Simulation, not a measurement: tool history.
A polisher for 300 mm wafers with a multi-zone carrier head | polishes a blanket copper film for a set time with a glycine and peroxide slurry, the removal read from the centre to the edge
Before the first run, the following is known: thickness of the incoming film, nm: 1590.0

run  hour  flow of slurry (ml/min)  pressure of the head's centre zone  pressure of the head's middle zone  pressure of the head's edge zone  polishing time (s)  film removed at the wafer's centre (nm)  film removed at mid-radius (nm)  film removed at the wafer's edge (nm)
  1     0                      160                                   1                                   1                                 1                  42                                   300.59                           312.85                                 307.38
  2   7.2                      155                                1.01                                0.98                              0.98                  41                                    295.3                           297.91                                  293.6
  3  14.6                      150                                1.01                                0.96                              0.96                  40                                   284.44                           281.88                                 278.81
  4  20.3                      145                                1.01                                0.94                              0.95                  40                                   280.99                           272.61                                 278.47
  5  23.3                      145                                1.01                                0.87                              0.95                  40                                   281.25                           258.18                                 273.28
  6  25.5                      145                                1.01                                0.87                              0.95                  36                                   252.93                           233.64                                 252.07
  7  26.1                      145                                1.02                                0.87                              0.94                  36                                   255.54                           230.81                                 251.48

Predict the results of run 8:
  8  28.5                      145                                1.02                                0.87                              0.92                  36                                        ?                                ?                                      ?

Run 8 measured film removed at the wafer's centre (nm) 256.84, film removed at mid-radius (nm) 232.55, film removed at the wafer's edge (nm) 244.19.
